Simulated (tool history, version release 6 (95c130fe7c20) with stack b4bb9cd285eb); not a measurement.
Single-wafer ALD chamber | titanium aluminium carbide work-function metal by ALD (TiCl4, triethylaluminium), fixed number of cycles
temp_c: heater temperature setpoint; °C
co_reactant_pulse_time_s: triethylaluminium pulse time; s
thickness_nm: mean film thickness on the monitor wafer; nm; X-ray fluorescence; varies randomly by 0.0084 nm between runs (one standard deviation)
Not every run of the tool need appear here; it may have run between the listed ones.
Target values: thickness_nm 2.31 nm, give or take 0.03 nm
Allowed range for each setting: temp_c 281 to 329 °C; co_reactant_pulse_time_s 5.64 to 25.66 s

run  hour  temp_c  co_reactant_pulse_time_s  thickness_nm
  1     0     305                     15.65        2.1613
  2   7.1     310                     16.01        2.1922
  3   9.7     310                     19.31         2.216
  4  14.2     314                     19.72        2.2659
  5  21.4     304                     19.72        2.1589
  6  28.9     304                     15.93        2.1437
  7  29.6     309                      16.4        2.1895
  8  37.8     313                     16.83        2.2336
  9  44.4     313                     16.83        2.2491
 10  46.5     313                     16.83        2.2454
 11  47.7     315                     16.93        2.2615
 12  53.7     316                     17.04        2.2683
 13  57.4     316                     17.04         2.255
 14  63.2     316                     17.04        2.2612
 15  67.4     316                     17.04        2.2592

Of the 4 settings listed for the next run, only one would bring every result within its allowed miss of target. Which one?
  A  71.6     304                     20.22             ?
  B  71.6     310                     15.87             ?
  C  71.6     309                     18.26             ?
  D  71.6     321                     17.57             ?

move  thickness_nm
   A        2.1605
   B        2.2113
   C        2.2071
   D        2.3231
A: its largest miss is bigger than the last run's
B: its largest miss is bigger than the last run's
C: its largest miss is bigger than the last run's
D: all results land within tolerance of their targets
Move D is the one to make.
